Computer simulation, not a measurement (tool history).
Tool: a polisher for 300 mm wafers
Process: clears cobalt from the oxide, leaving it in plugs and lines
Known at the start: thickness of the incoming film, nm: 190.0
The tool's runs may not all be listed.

run	hour	flow of slurry (ml/min)	pressure of the wafer on the pad (psi)	speed of the pad under the wafer (cm/s)	overpolish time after the end point (s)	time until the end point was called (s)	dishing of a wide line in a test structure (angstrom)
1	0	120	1.3	96	26	68.222	462.81
2	6.5	125	1.3	96	23	67.575	439.28
3	9.8	125	1.3	96	21	67.723	396.71
4	14.8	125	1.3	96	20	71.211	396.63
5	23.7	125	1.5	96	20	59.233	431.63
6	25.3	125	1.8	96	20	49.557	480.11
7	32.8	125	1.8	96	20	49.858	473.21
8	34.9	125	1.4	94	13	63.455	302.95
9	36.4	125	1.3	94	14	69.373	301.41
10	38.6	125	1.3	94	15	69.18	315.29
11	43.9	125	1.3	94	15	69.383	307.38
12	48.6	115	1.2	94	20	77.326	354.1
13	53.2	115	1.2	94	19	79.437	343.22

Forecast run 14:
14	56	120	1.3	94	15	?	?

{"run 14": {"time until the end point was called (s)": 69.288, "dishing of a wide line in a test structure (angstrom)": 314.26}}
